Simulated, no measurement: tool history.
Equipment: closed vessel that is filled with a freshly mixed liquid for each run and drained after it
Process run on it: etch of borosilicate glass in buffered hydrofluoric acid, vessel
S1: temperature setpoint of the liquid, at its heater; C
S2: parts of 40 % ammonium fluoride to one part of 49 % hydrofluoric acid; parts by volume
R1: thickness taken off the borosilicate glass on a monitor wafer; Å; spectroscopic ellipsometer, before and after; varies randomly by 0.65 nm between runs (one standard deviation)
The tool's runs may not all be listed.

run 1 hour=0 | S1=20 S2=11 time_in_the_liquid_(s)=30 | R1=288.45
run 2 hour=7.6 | S1=20 S2=11 time_in_the_liquid_(s)=30 | R1=287.02
run 3 hour=12.6 | S1=23 S2=11 time_in_the_liquid_(s)=30 | R1=337.1
run 4 hour=21.8 | S1=23 S2=11 time_in_the_liquid_(s)=30 | R1=337.49
run 5 hour=29.7 | S1=23 S2=8.5 time_in_the_liquid_(s)=30 | R1=423.88
run 6 hour=34.9 | S1=24.5 S2=8 time_in_the_liquid_(s)=30 | R1=491.62
run 7 hour=43.8 | S1=25.5 S2=7.5 time_in_the_liquid_(s)=30 | R1=556.79

What will run 8 give?
run 8 hour=46.3 | S1=26 S2=7.5 time_in_the_liquid_(s)=30 | R1=?

R1: 562.68 Å

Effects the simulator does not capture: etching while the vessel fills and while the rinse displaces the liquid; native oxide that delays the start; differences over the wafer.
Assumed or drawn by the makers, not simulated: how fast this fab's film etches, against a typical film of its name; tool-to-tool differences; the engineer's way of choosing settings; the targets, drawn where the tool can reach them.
